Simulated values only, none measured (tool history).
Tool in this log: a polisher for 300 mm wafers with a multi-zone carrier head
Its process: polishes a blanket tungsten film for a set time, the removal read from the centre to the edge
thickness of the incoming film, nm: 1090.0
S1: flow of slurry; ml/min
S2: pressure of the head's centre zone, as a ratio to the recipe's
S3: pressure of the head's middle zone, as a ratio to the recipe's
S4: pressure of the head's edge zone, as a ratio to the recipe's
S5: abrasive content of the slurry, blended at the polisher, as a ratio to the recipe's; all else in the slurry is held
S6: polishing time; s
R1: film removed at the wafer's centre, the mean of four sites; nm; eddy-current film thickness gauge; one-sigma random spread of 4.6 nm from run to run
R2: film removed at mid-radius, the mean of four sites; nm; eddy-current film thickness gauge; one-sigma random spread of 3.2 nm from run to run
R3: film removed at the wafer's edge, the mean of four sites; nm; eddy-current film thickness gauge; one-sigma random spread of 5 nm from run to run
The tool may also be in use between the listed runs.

run	hour	S1	S2	S3	S4	S5	S6	R1	R2	R3
1	0	185	1	1	1	1	59	374.51	351.03	354.77
2	5.1	220	1	1	1	1	59	382.96	368.01	360.9
3	9	220	1	0.92	1	1	59	386.54	339.17	369.87
4	17.2	220	1	0.88	1	1	59	383.99	333.3	370.69
5	21.7	220	1	0.88	1	1.15	59	399.77	336.53	384.86
# hour 29.3: edge zone pressure recalibrated
6	29.3	230	0.99	0.89	1.04	1.25	59	417.94	355.46	418.67

Run 7 is up next; what results do you expect?
7	30.4	275	0.99	0.91	1.14	1.3	59	?	?	?

Run 7 gave R1 422.72 nm, R2 372.53 nm, R3 441.84 nm.

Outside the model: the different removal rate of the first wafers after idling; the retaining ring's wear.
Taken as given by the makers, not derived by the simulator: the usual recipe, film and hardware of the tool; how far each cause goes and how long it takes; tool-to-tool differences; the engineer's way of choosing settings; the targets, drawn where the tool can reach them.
